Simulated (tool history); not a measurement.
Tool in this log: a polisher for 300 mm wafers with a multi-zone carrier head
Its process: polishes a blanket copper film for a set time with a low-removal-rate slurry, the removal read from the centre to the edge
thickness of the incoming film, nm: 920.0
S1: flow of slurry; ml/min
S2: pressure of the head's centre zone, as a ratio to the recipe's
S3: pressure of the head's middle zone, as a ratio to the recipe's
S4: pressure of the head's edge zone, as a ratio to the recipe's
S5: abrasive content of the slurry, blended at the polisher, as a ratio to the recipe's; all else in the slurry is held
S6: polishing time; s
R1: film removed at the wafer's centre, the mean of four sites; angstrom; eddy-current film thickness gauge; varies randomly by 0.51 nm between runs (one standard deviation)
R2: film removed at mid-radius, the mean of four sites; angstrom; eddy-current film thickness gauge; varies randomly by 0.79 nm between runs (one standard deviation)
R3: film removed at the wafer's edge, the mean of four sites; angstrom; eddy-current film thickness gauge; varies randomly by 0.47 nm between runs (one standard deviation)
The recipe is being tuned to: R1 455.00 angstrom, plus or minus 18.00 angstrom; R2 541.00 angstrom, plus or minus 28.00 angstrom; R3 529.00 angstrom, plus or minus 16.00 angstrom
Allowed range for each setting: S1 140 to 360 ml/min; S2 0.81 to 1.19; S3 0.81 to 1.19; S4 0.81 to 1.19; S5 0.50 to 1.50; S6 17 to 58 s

| run | hour | S1 | S2 | S3 | S4 | S5 | S6 | R1 | R2 | R3 |
|---|---|---|---|---|---|---|---|---|---|---|
| 1 | 0.0 | 230 | 1.00 | 1.00 | 1.00 | 1.00 | 37 | 1043.30 | 1095.10 | 1077.40 |
| 2 | 8.3 | 225 | 0.97 | 0.99 | 0.98 | 0.90 | 34 | 929.05 | 966.91 | 949.21 |
| 3 | 11.0 | 225 | 0.97 | 0.99 | 0.94 | 0.90 | 34 | 913.19 | 974.89 | 935.40 |
| 4 | 16.1 | 210 | 0.94 | 0.99 | 0.95 | 0.85 | 31 | 813.24 | 861.66 | 836.62 |
| 5 | 22.1 | 200 | 0.92 | 1.01 | 0.98 | 0.80 | 29 | 697.24 | 798.28 | 786.72 |
| 6 | 30.7 | 165 | 0.92 | 1.01 | 0.98 | 0.80 | 29 | 679.60 | 804.53 | 774.39 |
| 7 | 35.5 | 165 | 0.91 | 1.00 | 0.97 | 0.75 | 27 | 618.10 | 706.43 | 699.20 |
| 8 | 42.7 | 150 | 0.81 | 1.03 | 0.87 | 0.50 | 23 | 430.33 | 559.60 | 499.55 |
| 9 | 47.0 | 155 | 0.81 | 1.02 | 0.88 | 0.50 | 23 | 430.72 | 546.02 | 509.24 |
| 10 | 53.8 | 160 | 0.81 | 1.01 | 0.88 | 0.50 | 23 | 432.02 | 543.69 | 512.83 |
| 11 | 58.1 | 165 | 0.81 | 1.01 | 0.88 | 0.50 | 23 | 433.77 | 563.77 | 525.73 |

Which single option among these 4 for the next run brings every result within its allowed miss of target? Just one does.
| A | 62.4 | 155 | 0.85 | 0.95 | 0.91 | 0.60 | 21 | ? | ? | ? |
| B | 62.4 | 140 | 0.88 | 1.02 | 0.84 | 0.50 | 23 | ? | ? | ? |
| C | 62.4 | 140 | 0.90 | 1.04 | 0.97 | 0.60 | 22 | ? | ? | ? |
| D | 62.4 | 140 | 0.90 | 1.03 | 0.81 | 0.50 | 25 | ? | ? | ? |

| move | R1 | R2 | R3 |
|---|---|---|---|
| A | 425.61 | 487.01 | 501.43 |
| B | 449.54 | 530.06 | 498.78 |
| C | 458.10 | 537.38 | 531.43 |
| D | 499.13 | 580.90 | 533.49 |
A: further off than the last run
B: the worst result of the last run now meets its target, but another is out of spec
C: hits every target within its allowed miss
D: moves the result that the last run missed by most past its target, out the other side
The move that meets every target is C.
